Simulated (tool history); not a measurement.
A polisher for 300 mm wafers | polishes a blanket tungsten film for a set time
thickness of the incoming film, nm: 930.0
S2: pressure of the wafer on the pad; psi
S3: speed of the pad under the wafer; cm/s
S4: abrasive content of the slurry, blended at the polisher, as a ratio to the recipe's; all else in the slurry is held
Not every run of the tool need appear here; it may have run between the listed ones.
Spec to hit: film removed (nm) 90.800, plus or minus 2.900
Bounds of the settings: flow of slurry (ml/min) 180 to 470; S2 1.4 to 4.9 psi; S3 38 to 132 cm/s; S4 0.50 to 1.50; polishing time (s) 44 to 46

{"run": 1, "hour": 0.0, "flow of slurry (ml/min)": 300, "S2": 3.1, "S3": 84, "S4": 1.0, "polishing time (s)": 44, "film removed (nm)": 160.7}
{"run": 2, "hour": 2.5, "flow of slurry (ml/min)": 300, "S2": 3.1, "S3": 94, "S4": 1.0, "polishing time (s)": 44, "film removed (nm)": 180.09}
{"run": 3, "hour": 5.3, "flow of slurry (ml/min)": 300, "S2": 3.1, "S3": 94, "S4": 0.8, "polishing time (s)": 44, "film removed (nm)": 165.8}
{"run": 4, "hour": 9.0, "flow of slurry (ml/min)": 300, "S2": 2.7, "S3": 92, "S4": 0.8, "polishing time (s)": 44, "film removed (nm)": 143.56}
{"run": 5, "hour": 10.7, "flow of slurry (ml/min)": 300, "S2": 2.4, "S3": 90, "S4": 0.8, "polishing time (s)": 44, "film removed (nm)": 125.61}
{"run": 6, "hour": 15.5, "flow of slurry (ml/min)": 300, "S2": 2.4, "S3": 90, "S4": 0.8, "polishing time (s)": 44, "film removed (nm)": 126.07}
{"run": 7, "hour": 17.1, "flow of slurry (ml/min)": 300, "S2": 2.2, "S3": 90, "S4": 0.8, "polishing time (s)": 44, "film removed (nm)": 113.32}
{"run": 8, "hour": 22.7, "flow of slurry (ml/min)": 300, "S2": 2.2, "S3": 90, "S4": 0.8, "polishing time (s)": 44, "film removed (nm)": 115.32}
{"run": 9, "hour": 25.4, "flow of slurry (ml/min)": 300, "S2": 2.0, "S3": 90, "S4": 0.8, "polishing time (s)": 44, "film removed (nm)": 104.91}
{"run": 10, "hour": 27.6, "flow of slurry (ml/min)": 300, "S2": 1.9, "S3": 90, "S4": 0.8, "polishing time (s)": 44, "film removed (nm)": 98.488}
{"run": 11, "hour": 30.2, "flow of slurry (ml/min)": 300, "S2": 1.8, "S3": 90, "S4": 0.8, "polishing time (s)": 44, "film removed (nm)": 94.781}
{"run": 12, "hour": 37.9, "flow of slurry (ml/min)": 300, "S2": 1.8, "S3": 90, "S4": 0.8, "polishing time (s)": 44, "film removed (nm)": 95.254}

5 next moves are on the table. One of them brings every result within its allowed miss. Which?
{"run": "A", "hour": 45.6, "flow of slurry (ml/min)": 300, "S2": 1.7, "S3": 96, "S4": 0.75, "polishing time (s)": 46, "film removed (nm)": "?"}
{"run": "B", "hour": 45.6, "flow of slurry (ml/min)": 325, "S2": 1.8, "S3": 102, "S4": 0.7, "polishing time (s)": 45, "film removed (nm)": "?"}
{"run": "C", "hour": 45.6, "flow of slurry (ml/min)": 320, "S2": 1.8, "S3": 82, "S4": 0.9, "polishing time (s)": 44, "film removed (nm)": "?"}
{"run": "D", "hour": 45.6, "flow of slurry (ml/min)": 295, "S2": 1.7, "S3": 100, "S4": 0.8, "polishing time (s)": 44, "film removed (nm)": "?"}
{"run": "E", "hour": 45.6, "flow of slurry (ml/min)": 275, "S2": 1.8, "S3": 92, "S4": 0.85, "polishing time (s)": 46, "film removed (nm)": "?"}

move=A film_removed_(nm)=97.723
move=B film_removed_(nm)=105.270
move=C film_removed_(nm)=90.477
move=D film_removed_(nm)=99.262
move=E film_removed_(nm)=102.370
A: lands further from the targets than the last run did
B: lands further from the targets than the last run did
C: each result inside its tolerance
D: lands further from the targets than the last run did
E: lands further from the targets than the last run did
C meets every target.
